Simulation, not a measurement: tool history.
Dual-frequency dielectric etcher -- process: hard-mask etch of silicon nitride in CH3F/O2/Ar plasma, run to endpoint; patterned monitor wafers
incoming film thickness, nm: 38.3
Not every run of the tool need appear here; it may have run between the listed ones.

Run 1, day 0: source power (kW) 0.37, bias power (kW) 0.075. Result: endpoint time (s) 52.489.
Run 2, day 0.079: source power (kW) 0.37, bias power (kW) 0.068. Result: endpoint time (s) 54.92.
Run 3, day 0.392: source power (kW) 0.4, bias power (kW) 0.068. Result: endpoint time (s) 52.581.
Run 4, day 0.442: source power (kW) 0.41, bias power (kW) 0.069. Result: endpoint time (s) 52.299.
Run 5, day 0.808: source power (kW) 0.41, bias power (kW) 0.075. Result: endpoint time (s) 50.157.
Run 6, day 1.025: source power (kW) 0.41, bias power (kW) 0.08. Result: endpoint time (s) 49.685.
Run 7, day 1.108: source power (kW) 0.42, bias power (kW) 0.081. Result: endpoint time (s) 48.94.

What does the tool deliver on the next run?
Run 8, day 1.267: source power (kW) 0.42, bias power (kW) 0.081. Result: endpoint time (s) ?.

{"run 8": {"endpoint time (s)": 48.869}}

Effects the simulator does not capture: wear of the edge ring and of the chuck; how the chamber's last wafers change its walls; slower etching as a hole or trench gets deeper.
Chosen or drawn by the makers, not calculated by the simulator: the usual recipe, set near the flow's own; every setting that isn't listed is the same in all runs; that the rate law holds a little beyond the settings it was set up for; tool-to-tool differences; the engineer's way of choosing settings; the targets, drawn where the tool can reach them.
